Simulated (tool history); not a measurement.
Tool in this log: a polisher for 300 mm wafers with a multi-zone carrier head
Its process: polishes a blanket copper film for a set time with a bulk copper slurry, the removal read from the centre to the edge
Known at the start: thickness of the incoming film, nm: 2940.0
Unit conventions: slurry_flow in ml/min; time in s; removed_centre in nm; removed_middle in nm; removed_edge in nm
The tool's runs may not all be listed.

run	hour	slurry_flow	centre_zone	middle_zone	edge_zone	slurry_solids	time	removed_centre	removed_middle	removed_edge
1	0	160	1	1	1	1	39	525.27	523.61	530.95
2	2.5	160	1.08	1	1	1	39	569.12	527.6	549.36
3	8.6	160	1.08	1	0.95	1	39	577.86	524.19	514.06
4	13.6	150	1.03	0.98	0.95	0.9	37	493.75	478.08	479.44
5	17	150	1	0.98	0.95	0.9	37	477.89	471.82	475.4
6	20	150	1	1.04	0.95	0.9	37	472.46	500.74	469.1
7	28.3	145	0.98	1	0.93	0.8	35	426.6	433.03	443.01
8	32.9	140	0.97	1	0.91	0.75	33	390.63	413.29	393.61
9	35.1	135	0.95	0.97	0.9	0.7	32	362.48	382.25	375.41
10	37.9	135	0.95	0.97	0.9	0.7	32	374.76	380.55	376.77
11	38.9	130	0.92	0.96	0.9	0.65	32	345.78	369.08	377.09
12	43.8	125	0.91	0.95	0.89	0.6	32	338.97	360.1	368.25
13	51.5	125	0.9	0.94	0.88	0.6	32	331.34	355.48	358.01
14	57.5	120	0.89	0.93	0.87	0.6	32	324.85	346.71	346.92

Predict the results of run 15:
15	61.6	115	0.88	0.92	0.87	0.6	32	?	?	?

{"run 15": {"removed_centre": 313.88, "removed_middle": 339.82, "removed_edge": 340.38}}

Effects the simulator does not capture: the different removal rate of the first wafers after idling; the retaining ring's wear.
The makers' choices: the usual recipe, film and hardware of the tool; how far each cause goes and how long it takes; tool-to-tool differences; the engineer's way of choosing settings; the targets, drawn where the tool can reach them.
